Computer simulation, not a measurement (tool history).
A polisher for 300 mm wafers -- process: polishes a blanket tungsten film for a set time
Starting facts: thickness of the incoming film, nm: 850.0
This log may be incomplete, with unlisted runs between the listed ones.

run	day	flow of slurry (ml/min)	pressure of the wafer on the pad (kPa)	speed of the pad under the wafer (m/s)	abrasive content of the slurry	polishing time (s)	film removed (nm)
1	0	155	31.7	1.16	1	24	164.3
2	0.067	120	31.7	1.16	1	24	159.27
3	0.188	120	29	1.16	1	24	141.37
4	0.258	120	29	1.16	0.85	24	141.57
5	0.508	140	29	1.16	0.85	24	146.67
6	0.758	140	29	1.16	0.85	24	145.21
7	1.046	135	27.6	1.16	0.85	24	136.13
8	1.204	130	26.9	1.16	0.85	24	131.53

The next listed run, before its measurement:
9	1.304	125	26.2	1.16	0.85	24	?

{"run 9": {"film removed (nm)": 127.81}}

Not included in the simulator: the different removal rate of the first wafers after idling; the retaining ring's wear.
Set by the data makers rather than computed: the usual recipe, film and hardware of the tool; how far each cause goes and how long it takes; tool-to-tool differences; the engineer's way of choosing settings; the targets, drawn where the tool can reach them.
